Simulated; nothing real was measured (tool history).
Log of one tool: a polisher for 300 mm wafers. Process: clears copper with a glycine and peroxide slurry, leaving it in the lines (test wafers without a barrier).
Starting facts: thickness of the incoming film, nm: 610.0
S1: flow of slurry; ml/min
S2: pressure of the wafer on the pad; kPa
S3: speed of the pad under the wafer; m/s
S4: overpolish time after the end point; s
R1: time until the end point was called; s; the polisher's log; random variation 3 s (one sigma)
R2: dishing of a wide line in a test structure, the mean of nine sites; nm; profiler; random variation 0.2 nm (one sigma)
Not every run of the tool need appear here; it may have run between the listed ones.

{"run": 1, "hour": 0.0, "S1": 140, "S2": 23.4, "S3": 0.88, "S4": 27, "R1": 106.36, "R2": 59.727}
{"run": 2, "hour": 0.6, "S1": 130, "S2": 21.4, "S3": 0.82, "S4": 24, "R1": 115.83, "R2": 52.149}
{"run": 3, "hour": 9.4, "S1": 125, "S2": 20.0, "S3": 0.76, "S4": 22, "R1": 130.4, "R2": 46.392}
{"run": 4, "hour": 13.2, "S1": 120, "S2": 18.6, "S3": 0.72, "S4": 20, "R1": 142.53, "R2": 40.281}
{"run": 5, "hour": 18.8, "S1": 120, "S2": 24.1, "S3": 0.72, "S4": 20, "R1": 113.95, "R2": 47.794}
{"run": 6, "hour": 23.4, "S1": 100, "S2": 24.1, "S3": 0.72, "S4": 20, "R1": 119.19, "R2": 45.833}
{"run": 7, "hour": 26.5, "S1": 100, "S2": 22.1, "S3": 0.68, "S4": 18, "R1": 136.59, "R2": 39.298}
{"run": 8, "hour": 29.9, "S1": 100, "S2": 20.7, "S3": 0.68, "S4": 17, "R1": 143.49, "R2": 36.579}
{"run": 9, "hour": 38.6, "S1": 100, "S2": 19.3, "S3": 0.68, "S4": 16, "R1": 150.32, "R2": 32.982}
{"run": 10, "hour": 46.1, "S1": 100, "S2": 17.9, "S3": 0.72, "S4": 15, "R1": 151.86, "R2": 30.921}
{"run": 11, "hour": 54.5, "S1": 100, "S2": 16.5, "S3": 0.74, "S4": 14, "R1": 153.93, "R2": 28.189}
{"run": 12, "hour": 56.3, "S1": 100, "S2": 15.9, "S3": 0.76, "S4": 13, "R1": 163.69, "R2": 26.291}
{"run": 13, "hour": 58.1, "S1": 100, "S2": 15.2, "S3": 0.8, "S4": 12, "R1": 162.15, "R2": 25.117}
{"run": 14, "hour": 60.4, "S1": 100, "S2": 14.5, "S3": 0.82, "S4": 11, "R1": 164.36, "R2": 22.448}
{"run": 15, "hour": 67.6, "S1": 100, "S2": 10.3, "S3": 0.94, "S4": 8, "R1": 182.78, "R2": 15.475}
{"run": 16, "hour": 72.9, "S1": 105, "S2": 10.3, "S3": 0.94, "S4": 8, "R1": 182.39, "R2": 15.098}
{"run": 17, "hour": 80.4, "S1": 105, "S2": 10.3, "S3": 0.94, "S4": 8, "R1": 185.39, "R2": 15.347}
{"run": 18, "hour": 89.4, "S1": 110, "S2": 13.8, "S3": 0.9, "S4": 16, "R1": 162.08, "R2": 32.032}
{"run": 19, "hour": 90.5, "S1": 125, "S2": 13.1, "S3": 0.88, "S4": 16, "R1": 152.81, "R2": 31.309}
{"run": 20, "hour": 96.5, "S1": 120, "S2": 12.4, "S3": 0.92, "S4": 16, "R1": 164.7, "R2": 31.332}
{"run": 21, "hour": 103.8, "S1": 115, "S2": 12.4, "S3": 0.94, "S4": 15, "R1": 162.3, "R2": 29.192}
{"run": 22, "hour": 112.8, "S1": 120, "S2": 12.4, "S3": 0.9, "S4": 14, "R1": 163.52, "R2": 27.345}
{"run": 23, "hour": 118.5, "S1": 115, "S2": 12.4, "S3": 0.94, "S4": 14, "R1": 165.14, "R2": 27.633}

What does the tool deliver on the next run?
{"run": 24, "hour": 124.7, "S1": 120, "S2": 12.4, "S3": 0.9, "S4": 13, "R1": "?", "R2": "?"}

R1: 162.72 s
R2: 26.362 nm
